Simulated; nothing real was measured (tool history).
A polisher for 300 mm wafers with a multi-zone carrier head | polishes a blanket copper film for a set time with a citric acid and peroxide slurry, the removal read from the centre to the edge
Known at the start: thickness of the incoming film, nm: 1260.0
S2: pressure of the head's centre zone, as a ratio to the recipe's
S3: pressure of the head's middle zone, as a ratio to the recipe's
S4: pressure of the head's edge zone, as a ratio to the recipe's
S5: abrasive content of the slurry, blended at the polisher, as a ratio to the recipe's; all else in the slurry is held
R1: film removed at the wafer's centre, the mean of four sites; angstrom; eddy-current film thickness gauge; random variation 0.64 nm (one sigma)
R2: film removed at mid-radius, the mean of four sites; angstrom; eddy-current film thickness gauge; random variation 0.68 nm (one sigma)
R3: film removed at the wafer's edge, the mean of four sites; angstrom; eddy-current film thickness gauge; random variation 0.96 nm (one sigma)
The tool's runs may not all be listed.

Run 1, day 0.000: flow of slurry (ml/min) 185, S2 1.00, S3 1.00, S4 1.00, S5 1.0, polishing time (s) 32. Result: R1 680.29 angstrom, R2 692.91 angstrom, R3 689.36 angstrom.
Run 2, day 0.096: flow of slurry (ml/min) 195, S2 1.02, S3 1.02, S4 1.03, S5 1.1, polishing time (s) 32. Result: R1 706.17 angstrom, R2 728.56 angstrom, R3 712.57 angstrom.
Run 3, day 0.154: flow of slurry (ml/min) 195, S2 1.02, S3 1.02, S4 1.03, S5 1.1, polishing time (s) 39. Result: R1 854.82 angstrom, R2 875.14 angstrom, R3 874.16 angstrom.
Run 4, day 0.475: flow of slurry (ml/min) 195, S2 0.93, S3 1.02, S4 1.03, S5 1.1, polishing time (s) 39. Result: R1 796.11 angstrom, R2 885.92 angstrom, R3 872.50 angstrom.
Run 5, day 0.833: flow of slurry (ml/min) 205, S2 0.94, S3 1.02, S4 1.02, S5 1.1, polishing time (s) 39. Result: R1 805.66 angstrom, R2 887.73 angstrom, R3 863.56 angstrom.
Run 6, day 1.133: flow of slurry (ml/min) 205, S2 0.94, S3 0.94, S4 1.02, S5 1.1, polishing time (s) 39. Result: R1 813.17 angstrom, R2 836.84 angstrom, R3 873.95 angstrom.
Run 7, day 1.204: flow of slurry (ml/min) 215, S2 0.95, S3 0.95, S4 1.01, S5 1.1, polishing time (s) 39. Result: R1 822.78 angstrom, R2 847.81 angstrom, R3 888.83 angstrom.

The next listed run, before its measurement:
Run 8, day 1.283: flow of slurry (ml/min) 220, S2 0.97, S3 0.97, S4 1.00, S5 1.1, polishing time (s) 39. Result: R1 ?, R2 ?, R3 ?.

Run 8 gave R1 849.61 angstrom, R2 868.28 angstrom, R3 883.05 angstrom.

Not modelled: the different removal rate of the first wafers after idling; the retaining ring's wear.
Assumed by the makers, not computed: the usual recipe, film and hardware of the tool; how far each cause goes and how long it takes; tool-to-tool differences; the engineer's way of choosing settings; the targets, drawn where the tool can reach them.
